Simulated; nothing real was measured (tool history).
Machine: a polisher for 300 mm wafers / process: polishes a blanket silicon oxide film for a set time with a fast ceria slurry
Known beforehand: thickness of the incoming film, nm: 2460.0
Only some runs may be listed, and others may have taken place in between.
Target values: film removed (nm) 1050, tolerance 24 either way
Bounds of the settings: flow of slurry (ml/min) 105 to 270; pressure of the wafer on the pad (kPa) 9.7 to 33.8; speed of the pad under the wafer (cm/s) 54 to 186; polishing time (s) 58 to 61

run    day  flow of slurry (ml/min)  pressure of the wafer on the pad (kPa)  speed of the pad under the wafer (cm/s)  polishing time (s)  film removed (nm)
  1      0                      175                                    21.4                                      118                  58             1356.9
  2  0.129                      175                                    21.4                                      104                  58             1187.3
  3  0.433                      155                                    21.4                                      104                  58             1178.6
  4  0.512                      155                                    20.7                                      104                  58             1138.9
  5  0.888                      155                                    23.4                                      104                  58             1290.8
  6  0.962                      150                                    22.8                                      104                  58             1258.1
  7  1.229                      150                                    22.1                                      104                  58             1208.2
  8   1.55                      145                                    21.4                                      104                  58             1169.1
  9  1.862                      145                                    20.7                                      104                  58             1125.3
 10  1.988                      140                                    20.7                                      104                  58               1107
 11  2.358                      135                                    20.7                                      104                  58             1114.8

Of the 5 settings listed for the next run, only one would bring every result within its allowed miss of target. Which one?
  A  2.729                      105                                    21.4                                      106                  60                  ?
  B  2.729                      125                                    28.3                                       78                  58                  ?
  C  2.729                      115                                    20.7                                      100                  61                  ?
  D  2.729                      125                                    18.6                                      108                  61                  ?
  E  2.729                      155                                    28.3                                       70                  58                  ?

move  film removed (nm)
   A             1179.9
   B             1145.8
   C             1115.4
   D             1100.3
   E             1066.6
A: further off than the last run
B: further off than the last run
C: no better and no worse than the last run
D: closes in on the targets versus the last run, not all within tolerance yet
E: in spec on every target
Go with E: it meets all targets.
